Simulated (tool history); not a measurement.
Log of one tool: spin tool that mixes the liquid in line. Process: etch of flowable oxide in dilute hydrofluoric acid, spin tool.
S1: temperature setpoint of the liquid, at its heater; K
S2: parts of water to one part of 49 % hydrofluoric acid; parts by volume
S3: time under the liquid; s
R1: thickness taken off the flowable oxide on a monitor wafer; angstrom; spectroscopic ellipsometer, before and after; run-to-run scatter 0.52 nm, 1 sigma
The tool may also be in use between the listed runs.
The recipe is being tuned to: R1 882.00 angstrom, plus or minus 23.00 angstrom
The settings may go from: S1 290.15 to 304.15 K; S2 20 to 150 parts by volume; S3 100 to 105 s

{"run": 1, "day": 0.0, "S1": 296.15, "S2": 85, "S3": 100, "R1": 547.19}
{"run": 2, "day": 0.075, "S1": 296.15, "S2": 85, "S3": 100, "R1": 545.82}
{"run": 3, "day": 0.104, "S1": 298.65, "S2": 80, "S3": 100, "R1": 649.53}
{"run": 4, "day": 0.479, "S1": 298.65, "S2": 100, "S3": 100, "R1": 503.09}
{"run": 5, "day": 0.825, "S1": 298.65, "S2": 100, "S3": 105, "R1": 529.48}
{"run": 6, "day": 1.046, "S1": 300.15, "S2": 95, "S3": 105, "R1": 589.0}
{"run": 7, "day": 1.221, "S1": 301.15, "S2": 90, "S3": 105, "R1": 652.64}
{"run": 8, "day": 1.371, "S1": 302.15, "S2": 85, "S3": 105, "R1": 731.23}
{"run": 9, "day": 1.621, "S1": 302.65, "S2": 80, "S3": 105, "R1": 790.01}
{"run": 10, "day": 1.988, "S1": 303.15, "S2": 80, "S3": 105, "R1": 811.31}
{"run": 11, "day": 2.1, "S1": 303.65, "S2": 80, "S3": 105, "R1": 821.5}
{"run": 12, "day": 2.408, "S1": 304.15, "S2": 80, "S3": 105, "R1": 835.61}

4 next moves are on the table. One of them brings every result within its allowed miss. Which?
{"run": "A", "day": 2.717, "S1": 304.15, "S2": 80, "S3": 100, "R1": "?"}
{"run": "B", "day": 2.717, "S1": 304.15, "S2": 70, "S3": 100, "R1": "?"}
{"run": "C", "day": 2.717, "S1": 304.15, "S2": 85, "S3": 105, "R1": "?"}
{"run": "D", "day": 2.717, "S1": 303.65, "S2": 75, "S3": 105, "R1": "?"}

move=A R1=787.64
move=B R1=913.02
move=C R1=772.94
move=D R1=871.58
A: further off than the last run
B: the result that was furthest off in the last run now lies on the other side of its target
C: further off than the last run
D: meets every target
D meets every target.

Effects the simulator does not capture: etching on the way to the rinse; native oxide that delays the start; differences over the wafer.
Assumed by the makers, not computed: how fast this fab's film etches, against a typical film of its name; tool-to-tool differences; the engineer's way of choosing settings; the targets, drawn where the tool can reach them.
